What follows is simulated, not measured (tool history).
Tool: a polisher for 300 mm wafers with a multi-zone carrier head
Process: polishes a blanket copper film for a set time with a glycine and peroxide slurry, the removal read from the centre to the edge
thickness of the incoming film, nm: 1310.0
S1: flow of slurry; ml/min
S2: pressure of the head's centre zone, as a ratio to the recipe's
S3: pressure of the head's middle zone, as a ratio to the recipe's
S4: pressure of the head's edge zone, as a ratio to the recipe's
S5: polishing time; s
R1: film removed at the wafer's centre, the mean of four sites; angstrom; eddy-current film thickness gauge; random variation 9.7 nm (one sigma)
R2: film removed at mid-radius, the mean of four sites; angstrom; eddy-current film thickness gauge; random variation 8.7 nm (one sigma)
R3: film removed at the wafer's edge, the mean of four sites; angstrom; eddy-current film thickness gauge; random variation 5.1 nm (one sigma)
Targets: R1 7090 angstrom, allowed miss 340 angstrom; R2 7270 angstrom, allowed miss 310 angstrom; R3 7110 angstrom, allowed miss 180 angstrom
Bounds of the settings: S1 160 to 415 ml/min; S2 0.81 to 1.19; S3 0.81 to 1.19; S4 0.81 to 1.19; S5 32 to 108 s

| run | hour | S1 | S2 | S3 | S4 | S5 | R1 | R2 | R3 |
|---|---|---|---|---|---|---|---|---|---|
| 1 | 0 | 265 | 1 | 1 | 1 | 70 | 5200.5 | 5195.4 | 5154.3 |
| 2 | 1 | 270 | 1.01 | 1.01 | 1.02 | 72 | 5183 | 5457.1 | 5359 |
| 3 | 9.2 | 275 | 1.02 | 1.01 | 1.02 | 75 | 5550.8 | 5514 | 5532.3 |
| 4 | 11 | 275 | 1.03 | 1.02 | 1.03 | 77 | 5900.5 | 5706.4 | 5765.9 |
| 5 | 11.6 | 275 | 1.03 | 1.04 | 1.04 | 79 | 6080.3 | 6016.8 | 5901.5 |
| 6 | 17.4 | 275 | 1.03 | 1.05 | 1.05 | 80 | 5841 | 6187.4 | 6019.8 |
| 7 | 21.1 | 280 | 1.04 | 1.06 | 1.06 | 81 | 6270.2 | 6283.5 | 6180.5 |
| 8 | 24.3 | 285 | 1.04 | 1.07 | 1.07 | 82 | 6348.4 | 6544.8 | 6225.6 |
| 9 | 30.8 | 285 | 1.04 | 1.07 | 1.08 | 83 | 6268.2 | 6353.6 | 6373.9 |
| 10 | 34.9 | 285 | 1.04 | 1.08 | 1.09 | 84 | 6498 | 6827.2 | 6449.3 |
| 11 | 43 | 285 | 1.04 | 1.08 | 1.1 | 85 | 6391.6 | 6724.4 | 6603.5 |
| 12 | 50.7 | 285 | 1.04 | 1.08 | 1.1 | 85 | 6480.6 | 6702.7 | 6565.5 |
| 13 | 54.2 | 290 | 1.04 | 1.08 | 1.11 | 86 | 6515 | 6710.1 | 6662.1 |
| 14 | 58.7 | 290 | 1.04 | 1.08 | 1.11 | 87 | 6755.3 | 6784.6 | 6721.2 |
| 15 | 65 | 290 | 1.04 | 1.08 | 1.12 | 87 | 6797.7 | 6807.1 | 6770.2 |
| 16 | 70.5 | 290 | 1.04 | 1.08 | 1.12 | 87 | 6702.2 | 6874.6 | 6706.4 |
| 17 | 74.5 | 290 | 1.04 | 1.08 | 1.12 | 87 | 6774.3 | 6961.4 | 6702.1 |
| 18 | 78.7 | 285 | 1.04 | 1.08 | 1.12 | 88 | 6671 | 7011.8 | 6734.6 |

5 next moves are on the table. One of them brings every result within its allowed miss. Which?
| A | 82.9 | 160 | 1.03 | 1.17 | 1.17 | 90 | ? | ? | ? |
| B | 82.9 | 415 | 0.98 | 0.96 | 1.19 | 86 | ? | ? | ? |
| C | 82.9 | 265 | 0.96 | 1.17 | 1.19 | 94 | ? | ? | ? |
| D | 82.9 | 265 | 1.04 | 1.02 | 1.05 | 95 | ? | ? | ? |
| E | 82.9 | 275 | 1.04 | 1.06 | 1.19 | 92 | ? | ? | ? |

| move | R1 | R2 | R3 |
|---|---|---|---|
| A | 6376.8 | 7127.2 | 6863.2 |
| B | 6443.3 | 6340.9 | 7134.3 |
| C | 6632.1 | 7905.7 | 7559.9 |
| D | 7258 | 7103.4 | 7182.4 |
| E | 7058.7 | 7131.6 | 7430 |
A: as far off as the last run
B: brings the result that was furthest off to its target, and leaves another outside
C: takes the result that was furthest off past its target
D: meets every target
E: takes the result that was furthest off past its target
Move D is the one to make.
